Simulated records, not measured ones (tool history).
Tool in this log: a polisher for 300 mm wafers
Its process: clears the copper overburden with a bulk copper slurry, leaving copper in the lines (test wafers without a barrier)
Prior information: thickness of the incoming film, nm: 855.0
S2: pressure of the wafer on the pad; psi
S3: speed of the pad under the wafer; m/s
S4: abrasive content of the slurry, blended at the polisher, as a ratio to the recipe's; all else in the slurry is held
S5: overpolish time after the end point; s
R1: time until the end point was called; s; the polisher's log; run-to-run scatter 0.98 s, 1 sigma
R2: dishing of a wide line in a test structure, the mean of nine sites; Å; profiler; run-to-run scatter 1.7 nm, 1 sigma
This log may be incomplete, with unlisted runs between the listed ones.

Run 1, hour 0.0: flow of slurry (ml/min) 180, S2 2.9 psi, S3 1.02 m/s, S4 1.0, S5 23 s. Result: R1 91.505 s, R2 769.25 Å.
Run 2, hour 5.3: flow of slurry (ml/min) 180, S2 3.2 psi, S3 1.04 m/s, S4 1.0, S5 22 s. Result: R1 84.631 s, R2 789.32 Å.
Run 3, hour 9.2: flow of slurry (ml/min) 180, S2 2.6 psi, S3 1.04 m/s, S4 1.0, S5 22 s. Result: R1 106.530 s, R2 706.97 Å.
Run 4, hour 10.3: flow of slurry (ml/min) 180, S2 2.6 psi, S3 1.18 m/s, S4 1.0, S5 22 s. Result: R1 91.164 s, R2 736.43 Å.
Run 5, hour 12.6: flow of slurry (ml/min) 180, S2 2.6 psi, S3 1.18 m/s, S4 1.0, S5 31 s. Result: R1 94.215 s, R2 806.88 Å.
Run 6, hour 15.1: flow of slurry (ml/min) 180, S2 2.8 psi, S3 1.20 m/s, S4 1.0, S5 29 s. Result: R1 82.100 s, R2 813.32 Å.
Run 7, hour 23.3: flow of slurry (ml/min) 180, S2 3.0 psi, S3 1.22 m/s, S4 1.0, S5 28 s. Result: R1 77.446 s, R2 820.73 Å.
Run 8, hour 24.9: flow of slurry (ml/min) 180, S2 3.2 psi, S3 1.24 m/s, S4 1.0, S5 28 s. Result: R1 68.868 s, R2 860.36 Å.

What does the tool deliver on the next run?
Run 9, hour 27.9: flow of slurry (ml/min) 180, S2 3.3 psi, S3 1.24 m/s, S4 1.0, S5 27 s. Result: R1 ?, R2 ?.

Run 9 measured R1 70.594 s, R2 860.70 Å.
